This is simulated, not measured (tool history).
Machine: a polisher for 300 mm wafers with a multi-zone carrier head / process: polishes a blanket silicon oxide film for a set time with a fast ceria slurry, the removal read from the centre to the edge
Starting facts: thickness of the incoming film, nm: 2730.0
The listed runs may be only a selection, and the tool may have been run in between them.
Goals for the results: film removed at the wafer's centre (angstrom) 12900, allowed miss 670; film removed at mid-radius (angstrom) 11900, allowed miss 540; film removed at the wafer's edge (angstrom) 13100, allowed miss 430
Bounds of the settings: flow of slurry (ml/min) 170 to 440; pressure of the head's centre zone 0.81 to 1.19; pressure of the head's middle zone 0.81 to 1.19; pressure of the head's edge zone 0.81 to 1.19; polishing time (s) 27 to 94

| run | hour | flow of slurry (ml/min) | pressure of the head's centre zone | pressure of the head's middle zone | pressure of the head's edge zone | polishing time (s) | film removed at the wafer's centre (angstrom) | film removed at mid-radius (angstrom) | film removed at the wafer's edge (angstrom) |
|---|---|---|---|---|---|---|---|---|---|
| 1 | 0 | 280 | 1 | 1 | 1 | 60 | 8737.9 | 8715.2 | 8835.3 |
| 2 | 4.3 | 320 | 1 | 1 | 1 | 60 | 8657.5 | 8846.7 | 8961.4 |
| 3 | 8 | 345 | 1 | 1 | 1 | 60 | 8787.3 | 8930.3 | 8844.9 |
| 4 | 8.7 | 335 | 1.02 | 0.99 | 1.04 | 67 | 10130 | 9877.6 | 10063 |
| 5 | 12.6 | 330 | 1.01 | 0.97 | 1.06 | 72 | 10747 | 10282 | 10910 |
| 6 | 16.3 | 330 | 1.01 | 0.91 | 1.06 | 72 | 10633 | 9862.8 | 10903 |
| 7 | 23.6 | 330 | 1.01 | 0.92 | 1.07 | 76 | 11192 | 10296 | 11687 |
| 8 | 28.9 | 350 | 1.07 | 1.02 | 1.1 | 83 | 12624 | 12521 | 12611 |

Pick the move, out of 5, that brings all results within their allowed miss; only one does.
| A | 34.2 | 440 | 1.19 | 1.01 | 1.05 | 78 | ? | ? | ? |
| B | 34.2 | 305 | 1.08 | 0.98 | 1.12 | 79 | ? | ? | ? |
| C | 34.2 | 310 | 1.04 | 1.15 | 1.12 | 81 | ? | ? | ? |
| D | 34.2 | 435 | 1.01 | 1.06 | 1.07 | 78 | ? | ? | ? |
| E | 34.2 | 325 | 1.06 | 0.96 | 1.13 | 84 | ? | ? | ? |

| move | film removed at the wafer's centre (angstrom) | film removed at mid-radius (angstrom) | film removed at the wafer's edge (angstrom) |
|---|---|---|---|
| A | 13550 | 11666 | 11861 |
| B | 12133 | 11262 | 12132 |
| C | 12005 | 13251 | 12421 |
| D | 11483 | 12158 | 11940 |
| E | 12718 | 11821 | 12994 |
A: gets the furthest-off result to its target, but another result is out of tolerance
B: carries the result that was furthest off beyond its target, to the other side
C: its largest miss is bigger than the last run's
D: gets the furthest-off result to its target, but another result is out of tolerance
E: all results in spec
Go with E: it meets all targets.
